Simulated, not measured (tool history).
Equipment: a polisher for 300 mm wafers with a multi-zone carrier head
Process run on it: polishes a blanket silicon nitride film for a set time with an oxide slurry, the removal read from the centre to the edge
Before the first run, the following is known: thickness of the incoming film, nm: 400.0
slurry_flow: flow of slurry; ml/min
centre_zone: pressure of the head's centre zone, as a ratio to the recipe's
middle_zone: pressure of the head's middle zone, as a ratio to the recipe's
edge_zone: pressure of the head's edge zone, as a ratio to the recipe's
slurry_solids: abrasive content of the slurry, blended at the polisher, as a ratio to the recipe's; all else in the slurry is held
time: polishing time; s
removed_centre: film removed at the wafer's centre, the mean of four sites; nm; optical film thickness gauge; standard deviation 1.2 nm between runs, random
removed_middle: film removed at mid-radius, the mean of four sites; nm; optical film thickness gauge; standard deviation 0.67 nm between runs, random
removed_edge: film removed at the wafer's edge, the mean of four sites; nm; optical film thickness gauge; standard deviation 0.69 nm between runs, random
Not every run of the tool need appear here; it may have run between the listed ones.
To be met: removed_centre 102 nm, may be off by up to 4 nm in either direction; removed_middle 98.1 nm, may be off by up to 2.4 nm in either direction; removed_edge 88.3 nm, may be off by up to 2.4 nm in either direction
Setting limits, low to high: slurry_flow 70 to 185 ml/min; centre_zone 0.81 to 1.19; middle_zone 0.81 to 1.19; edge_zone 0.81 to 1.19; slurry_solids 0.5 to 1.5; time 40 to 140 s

{"run": 1, "hour": 0.0, "slurry_flow": 120, "centre_zone": 1, "middle_zone": 1, "edge_zone": 1, "slurry_solids": 1, "time": 90, "removed_centre": 68.81, "removed_middle": 69.424, "removed_edge": 67.193}
{"run": 2, "hour": 3.5, "slurry_flow": 145, "centre_zone": 1, "middle_zone": 1, "edge_zone": 1, "slurry_solids": 1, "time": 90, "removed_centre": 70.983, "removed_middle": 71.475, "removed_edge": 67.979}
{"run": 3, "hour": 4.2, "slurry_flow": 145, "centre_zone": 1, "middle_zone": 1, "edge_zone": 1, "slurry_solids": 1, "time": 112, "removed_centre": 88.308, "removed_middle": 88.632, "removed_edge": 84.654}
{"run": 4, "hour": 7.4, "slurry_flow": 145, "centre_zone": 1, "middle_zone": 1, "edge_zone": 1, "slurry_solids": 1, "time": 98, "removed_centre": 75.888, "removed_middle": 78.203, "removed_edge": 75.095}
{"run": 5, "hour": 11.3, "slurry_flow": 150, "centre_zone": 1.06, "middle_zone": 1.04, "edge_zone": 1.03, "slurry_solids": 1.05, "time": 98, "removed_centre": 84.658, "removed_middle": 83.724, "removed_edge": 79.172}
{"run": 6, "hour": 12.5, "slurry_flow": 155, "centre_zone": 1.1, "middle_zone": 1.07, "edge_zone": 1.05, "slurry_solids": 1.05, "time": 98, "removed_centre": 85.415, "removed_middle": 85.453, "removed_edge": 79.752}
{"run": 7, "hour": 16.7, "slurry_flow": 160, "centre_zone": 1.13, "middle_zone": 1.08, "edge_zone": 1.05, "slurry_solids": 1.1, "time": 98, "removed_centre": 94.514, "removed_middle": 88.761, "removed_edge": 82.698}
{"run": 8, "hour": 19.2, "slurry_flow": 185, "centre_zone": 1.13, "middle_zone": 1.15, "edge_zone": 1.1, "slurry_solids": 1.15, "time": 98, "removed_centre": 95.885, "removed_middle": 98.676, "removed_edge": 86.36}

Of the 4 settings listed for the next run, only one would bring every result within its allowed miss of target. Which one?
{"run": "A", "hour": 21.7, "slurry_flow": 185, "centre_zone": 1.11, "middle_zone": 1.06, "edge_zone": 1, "slurry_solids": 1.2, "time": 101, "removed_centre": "?", "removed_middle": "?", "removed_edge": "?"}
{"run": "B", "hour": 21.7, "slurry_flow": 185, "centre_zone": 1.16, "middle_zone": 1.19, "edge_zone": 1.07, "slurry_solids": 1.15, "time": 96, "removed_centre": "?", "removed_middle": "?", "removed_edge": "?"}
{"run": "C", "hour": 21.7, "slurry_flow": 175, "centre_zone": 1.06, "middle_zone": 1.18, "edge_zone": 1.18, "slurry_solids": 0.95, "time": 108, "removed_centre": "?", "removed_middle": "?", "removed_edge": "?"}
{"run": "D", "hour": 21.7, "slurry_flow": 155, "centre_zone": 1.08, "middle_zone": 1.19, "edge_zone": 1.16, "slurry_solids": 1.4, "time": 86, "removed_centre": "?", "removed_middle": "?", "removed_edge": "?"}

move=A removed_centre=101.72 removed_middle=98.24 removed_edge=87.914
move=B removed_centre=98.407 removed_middle=100.69 removed_edge=84.219
move=C removed_centre=89.377 removed_middle=98.709 removed_edge=87.593
move=D removed_centre=88.834 removed_middle=97.345 removed_edge=85.379
A: all results in spec
B: gets the furthest-off result to its target, but another result is out of tolerance
C: moves away from the targets compared with the last run
D: moves away from the targets compared with the last run
The right move is A.
